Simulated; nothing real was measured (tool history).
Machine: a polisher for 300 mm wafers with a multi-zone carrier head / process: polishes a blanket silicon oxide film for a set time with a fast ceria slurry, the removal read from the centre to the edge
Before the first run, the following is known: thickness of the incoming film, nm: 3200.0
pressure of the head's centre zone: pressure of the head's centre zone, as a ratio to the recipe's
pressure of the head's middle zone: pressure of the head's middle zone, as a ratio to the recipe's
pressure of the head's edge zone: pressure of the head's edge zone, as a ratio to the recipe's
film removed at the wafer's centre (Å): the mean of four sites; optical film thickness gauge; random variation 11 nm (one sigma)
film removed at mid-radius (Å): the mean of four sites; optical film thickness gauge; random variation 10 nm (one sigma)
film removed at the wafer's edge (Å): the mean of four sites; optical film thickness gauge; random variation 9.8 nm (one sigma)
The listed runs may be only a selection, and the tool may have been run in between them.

run  hour  flow of slurry (ml/min)  pressure of the head's centre zone  pressure of the head's middle zone  pressure of the head's edge zone  polishing time (s)  film removed at the wafer's centre (Å)  film removed at mid-radius (Å)  film removed at the wafer's edge (Å)
  1   0.0                      280                                1.00                                1.00                              1.00                  77                                 10278.0                         10401.0                                 10376
  2   5.1                      280                                1.00                                0.96                              1.00                  77                                 10333.0                          9852.8                                 10133
  3   6.6                      280                                0.94                                0.96                              1.00                  77                                  9562.5                          9905.3                                 10456
  4  13.8                      285                                0.94                                0.98                              0.99                  77                                  9821.8                         10151.0                                 10367
  5  21.0                      285                                0.94                                0.98                              0.99                  96                                 12262.0                         12591.0                                 12860
  6  22.3                      280                                0.92                                0.99                              0.96                  93                                 11847.0                         12354.0                                 12292
  7  24.4                      275                                0.90                                1.00                              0.94                  90                                 10893.0                         12204.0                                 11656
     27.4  -- worn pad replaced by a new one
  8  27.4                      270                                0.89                                0.99                              0.92                  89                                 11698.0                         13035.0                                 12348
  9  30.6                      270                                0.89                                0.99                              0.92                  89                                 11530.0                         13136.0                                 12646
 10  37.5                      275                                0.89                                1.01                              0.94                  89                                 11822.0                         13147.0                                 12687
 11  46.0                      270                                0.89                                0.99                              0.92                  87                                 11553.0                         12616.0                                 12352

Run 12 has not been measured yet. What should we expect?
 12  53.5                      270                                0.90                                1.01                              0.95                  86                                       ?                               ?                                     ?

{"run 12": {"film removed at the wafer's centre (Å)": 11615.0, "film removed at mid-radius (Å)": 12728.0, "film removed at the wafer's edge (Å)": 12304}}

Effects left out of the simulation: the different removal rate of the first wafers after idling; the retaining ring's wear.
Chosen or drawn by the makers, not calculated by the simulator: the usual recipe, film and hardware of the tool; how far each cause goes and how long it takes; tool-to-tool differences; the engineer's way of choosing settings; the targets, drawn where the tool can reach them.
